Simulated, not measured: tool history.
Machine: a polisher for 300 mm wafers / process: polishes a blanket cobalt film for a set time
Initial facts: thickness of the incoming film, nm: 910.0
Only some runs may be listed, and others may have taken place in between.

run	hour	flow of slurry (ml/min)	pressure of the wafer on the pad (psi)	speed of the pad under the wafer (cm/s)	polishing time (s)	film removed (angstrom)
1	0.0	230	2.1	98	45	1952.5
2	2.8	235	2.4	98	45	2200.5
3	8.4	235	2.7	98	45	2443.3
4	17.2	235	2.7	84	45	2122.5
5	21.0	235	2.9	90	45	2429.1
6	22.5	240	3.0	94	45	2670.1

Forecast run 7:
7	25.9	245	3.1	96	45	?

{"run 7": {"film removed (angstrom)": 2780.1}}

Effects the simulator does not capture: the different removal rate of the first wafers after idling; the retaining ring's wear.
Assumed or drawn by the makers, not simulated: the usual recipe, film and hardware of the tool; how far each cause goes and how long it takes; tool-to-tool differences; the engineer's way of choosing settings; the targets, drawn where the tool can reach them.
